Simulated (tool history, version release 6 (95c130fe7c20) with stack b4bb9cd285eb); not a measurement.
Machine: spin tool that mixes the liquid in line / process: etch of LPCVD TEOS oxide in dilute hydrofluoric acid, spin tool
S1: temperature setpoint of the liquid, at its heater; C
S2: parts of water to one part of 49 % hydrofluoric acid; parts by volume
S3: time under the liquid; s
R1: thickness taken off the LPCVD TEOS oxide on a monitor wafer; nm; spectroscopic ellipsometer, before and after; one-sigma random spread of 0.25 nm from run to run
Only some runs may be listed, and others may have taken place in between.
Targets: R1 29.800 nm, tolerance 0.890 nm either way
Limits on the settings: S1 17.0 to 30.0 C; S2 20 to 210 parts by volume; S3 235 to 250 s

run,hour,S1,S2,S3,R1
1,0.0,22.0,115,235,53.142
2,8.2,20.5,130,235,43.606
3,8.8,20.5,130,250,47.579
4,17.3,20.5,130,235,44.489
5,23.4,19.5,140,235,38.773
# hour 29.5: thermometer replaced
6,29.5,19.0,145,235,33.239
7,37.2,19.0,145,235,33.382
8,42.1,18.5,145,235,32.903
9,45.3,18.0,145,235,32.649
10,52.0,18.0,145,235,32.350
11,57.6,17.5,145,235,31.528
12,58.5,17.0,145,235,31.367

Next run, 4 choices. One meets every target within its allowed miss, the rest don't. Which?
A,59.4,17.0,155,245,?
B,59.4,17.5,145,235,?
C,59.4,18.5,150,245,?
D,59.4,17.0,135,245,?

move,R1
A,30.617
B,32.355
C,33.791
D,35.845
A: in spec on every target
B: its largest miss is bigger than the last run's
C: its largest miss is bigger than the last run's
D: its largest miss is bigger than the last run's
The right move is A.
